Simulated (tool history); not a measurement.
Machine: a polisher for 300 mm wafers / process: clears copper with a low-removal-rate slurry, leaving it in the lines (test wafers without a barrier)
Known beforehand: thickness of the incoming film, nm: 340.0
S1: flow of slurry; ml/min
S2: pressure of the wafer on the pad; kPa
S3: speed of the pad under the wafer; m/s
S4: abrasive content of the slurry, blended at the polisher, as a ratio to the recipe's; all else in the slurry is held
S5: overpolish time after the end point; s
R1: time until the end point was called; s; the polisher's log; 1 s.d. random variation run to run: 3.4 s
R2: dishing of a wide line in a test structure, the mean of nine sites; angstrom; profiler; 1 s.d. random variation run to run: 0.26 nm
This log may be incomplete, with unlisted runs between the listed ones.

run  hour   S1    S2    S3   S4  S5      R1      R2
  1     0  240  19.3  0.98    1  18  117.63  251.18
  2   2.5  240  17.9  0.98    1  16  130.47  225.04
  3   5.6  240  17.9  0.98  0.9  16  135.69  224.39
  4  10.5  240  17.9  1.16  0.9  16  114.51  245.09
  5  14.3  240  16.5  1.14  0.9  14  127.87  200.09
  6  20.3  240  21.4  1.14  0.9  14   99.68  242.95
  7  25.3  240  19.3  1.14  0.9  13  107.53  209.33
  8  30.1  240  17.9  1.14  0.9  13     118  210.84
  9  31.8  240  16.5  1.14  0.9  12  126.17  182.06
     32.9  -- slurry blender recalibrated
 10  32.9  240  15.2  1.14  0.9  12  128.94  181.74

What will run 11 give?
 11  41.7  240  13.8  1.12  0.9  12   ?   ?

R1: 146.99 s
R2: 170.62 angstrom
